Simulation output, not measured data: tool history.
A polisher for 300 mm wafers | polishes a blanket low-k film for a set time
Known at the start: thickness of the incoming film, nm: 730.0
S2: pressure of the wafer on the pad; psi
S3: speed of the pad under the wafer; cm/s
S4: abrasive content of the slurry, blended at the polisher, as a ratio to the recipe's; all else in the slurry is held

{"run": 1, "hour": 0.0, "flow of slurry (ml/min)": 140, "S2": 1.6, "S3": 126, "S4": 1, "polishing time (s)": 82, "film removed (Å)": 282.6}
{"run": 2, "hour": 3.4, "flow of slurry (ml/min)": 140, "S2": 1.6, "S3": 126, "S4": 0.85, "polishing time (s)": 82, "film removed (Å)": 264.44}
{"run": 3, "hour": 8.3, "flow of slurry (ml/min)": 140, "S2": 1.6, "S3": 126, "S4": 0.7, "polishing time (s)": 82, "film removed (Å)": 249.62}
{"run": 4, "hour": 15.1, "flow of slurry (ml/min)": 145, "S2": 1.8, "S3": 126, "S4": 0.7, "polishing time (s)": 82, "film removed (Å)": 277.74}
{"run": 5, "hour": 17.8, "flow of slurry (ml/min)": 145, "S2": 2, "S3": 126, "S4": 0.7, "polishing time (s)": 82, "film removed (Å)": 305.17}
{"run": 6, "hour": 22.0, "flow of slurry (ml/min)": 145, "S2": 2, "S3": 102, "S4": 0.7, "polishing time (s)": 82, "film removed (Å)": 271.75}
{"run": 7, "hour": 30.6, "flow of slurry (ml/min)": 150, "S2": 2.2, "S3": 104, "S4": 0.7, "polishing time (s)": 82, "film removed (Å)": 300.67}
{"run": 8, "hour": 34.0, "flow of slurry (ml/min)": 150, "S2": 2.3, "S3": 108, "S4": 0.7, "polishing time (s)": 82, "film removed (Å)": 320.71}

The next listed run, before its measurement:
{"run": 9, "hour": 40.9, "flow of slurry (ml/min)": 170, "S2": 2.6, "S3": 110, "S4": 0.7, "polishing time (s)": 82, "film removed (Å)": "?"}

Run 9 gave film removed (Å) 361.27.
